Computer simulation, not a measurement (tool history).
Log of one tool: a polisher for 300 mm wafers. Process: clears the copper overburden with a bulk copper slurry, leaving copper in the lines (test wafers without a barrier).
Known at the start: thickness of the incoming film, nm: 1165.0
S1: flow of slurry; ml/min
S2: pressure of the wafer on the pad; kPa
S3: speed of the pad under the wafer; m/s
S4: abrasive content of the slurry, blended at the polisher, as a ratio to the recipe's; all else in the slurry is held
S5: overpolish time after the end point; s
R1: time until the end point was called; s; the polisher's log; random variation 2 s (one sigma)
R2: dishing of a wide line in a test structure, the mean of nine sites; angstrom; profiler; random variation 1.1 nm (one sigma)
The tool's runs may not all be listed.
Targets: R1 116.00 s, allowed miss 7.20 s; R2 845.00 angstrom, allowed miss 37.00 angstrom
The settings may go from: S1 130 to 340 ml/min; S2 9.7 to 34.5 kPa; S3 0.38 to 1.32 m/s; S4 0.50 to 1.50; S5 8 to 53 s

{"run": 1, "hour": 0.0, "S1": 220, "S2": 22.1, "S3": 0.84, "S4": 1.0, "S5": 27, "R1": 123.73, "R2": 1131.8}
{"run": 2, "hour": 7.6, "S1": 220, "S2": 22.1, "S3": 0.84, "S4": 1.15, "S5": 27, "R1": 124.4, "R2": 1135.4}
{"run": 3, "hour": 16.0, "S1": 220, "S2": 22.1, "S3": 0.72, "S4": 1.15, "S5": 27, "R1": 142.92, "R2": 1077.3}
{"run": 4, "hour": 23.0, "S1": 220, "S2": 22.1, "S3": 0.72, "S4": 0.95, "S5": 27, "R1": 150.96, "R2": 1018.7}
{"run": 5, "hour": 26.8, "S1": 215, "S2": 22.8, "S3": 0.74, "S4": 0.95, "S5": 24, "R1": 140.0, "R2": 970.23}
{"run": 6, "hour": 27.5, "S1": 215, "S2": 20.7, "S3": 0.74, "S4": 0.95, "S5": 24, "R1": 156.47, "R2": 931.0}
{"hour": 31.6, "done": "slurry blender recalibrated"}
{"run": 7, "hour": 31.6, "S1": 215, "S2": 26.9, "S3": 0.76, "S4": 0.95, "S5": 11, "R1": 119.01, "R2": 643.46}
{"run": 8, "hour": 33.3, "S1": 215, "S2": 26.2, "S3": 0.78, "S4": 0.95, "S5": 12, "R1": 116.28, "R2": 699.32}
{"run": 9, "hour": 35.0, "S1": 215, "S2": 26.2, "S3": 0.78, "S4": 0.95, "S5": 13, "R1": 120.38, "R2": 752.22}
{"run": 10, "hour": 42.9, "S1": 215, "S2": 26.2, "S3": 0.78, "S4": 0.95, "S5": 14, "R1": 116.38, "R2": 790.88}
{"run": 11, "hour": 50.6, "S1": 215, "S2": 26.2, "S3": 0.76, "S4": 0.95, "S5": 18, "R1": 118.26, "R2": 930.78}
{"run": 12, "hour": 56.0, "S1": 220, "S2": 25.5, "S3": 0.78, "S4": 1.0, "S5": 17, "R1": 117.35, "R2": 923.06}
{"run": 13, "hour": 63.1, "S1": 215, "S2": 25.5, "S3": 0.78, "S4": 1.0, "S5": 17, "R1": 118.41, "R2": 911.9}
{"run": 14, "hour": 71.0, "S1": 220, "S2": 25.5, "S3": 0.78, "S4": 1.0, "S5": 17, "R1": 118.0, "R2": 876.49}

4 next moves are on the table. One of them brings every result within its allowed miss. Which?
{"run": "A", "hour": 78.9, "S1": 215, "S2": 17.2, "S3": 1.04, "S4": 0.9, "S5": 19, "R1": "?", "R2": "?"}
{"run": "B", "hour": 78.9, "S1": 225, "S2": 24.8, "S3": 0.8, "S4": 1.1, "S5": 15, "R1": "?", "R2": "?"}
{"run": "C", "hour": 78.9, "S1": 215, "S2": 24.1, "S3": 0.9, "S4": 1.05, "S5": 17, "R1": "?", "R2": "?"}
{"run": "D", "hour": 78.9, "S1": 280, "S2": 26.9, "S3": 0.78, "S4": 0.85, "S5": 17, "R1": "?", "R2": "?"}

move=A R1=114.38 R2=940.27
move=B R1=113.04 R2=844.96
move=C R1=104.27 R2=961.63
move=D R1=114.98 R2=913.64
A: further off than the last run
B: meets every target
C: further off than the last run
D: further off than the last run
The right move is B.
